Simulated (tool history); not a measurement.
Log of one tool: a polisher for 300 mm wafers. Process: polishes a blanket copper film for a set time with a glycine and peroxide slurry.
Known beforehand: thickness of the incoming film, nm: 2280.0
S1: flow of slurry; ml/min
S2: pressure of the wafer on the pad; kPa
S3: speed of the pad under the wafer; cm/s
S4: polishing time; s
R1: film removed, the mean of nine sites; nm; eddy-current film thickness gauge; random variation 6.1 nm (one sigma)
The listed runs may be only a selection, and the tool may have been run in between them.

Run 1, hour 0.0: S1 125 ml/min, S2 21.4 kPa, S3 110 cm/s, S4 111 s. Result: R1 746.61 nm.
Run 2, hour 1.0: S1 120 ml/min, S2 20.0 kPa, S3 110 cm/s, S4 111 s. Result: R1 704.66 nm.
Run 3, hour 6.1: S1 120 ml/min, S2 18.6 kPa, S3 110 cm/s, S4 111 s. Result: R1 668.13 nm.
Run 4, hour 12.1: S1 115 ml/min, S2 17.9 kPa, S3 110 cm/s, S4 111 s. Result: R1 650.24 nm.
Run 5, hour 17.8: S1 125 ml/min, S2 17.9 kPa, S3 110 cm/s, S4 111 s. Result: R1 665.96 nm.
Run 6, hour 20.5: S1 125 ml/min, S2 17.9 kPa, S3 110 cm/s, S4 111 s. Result: R1 657.82 nm.

Run 7 is up next; what results do you expect?
Run 7, hour 24.9: S1 120 ml/min, S2 17.2 kPa, S3 110 cm/s, S4 111 s. Result: R1 ?.

Logged for run 7: R1 630.32 nm.
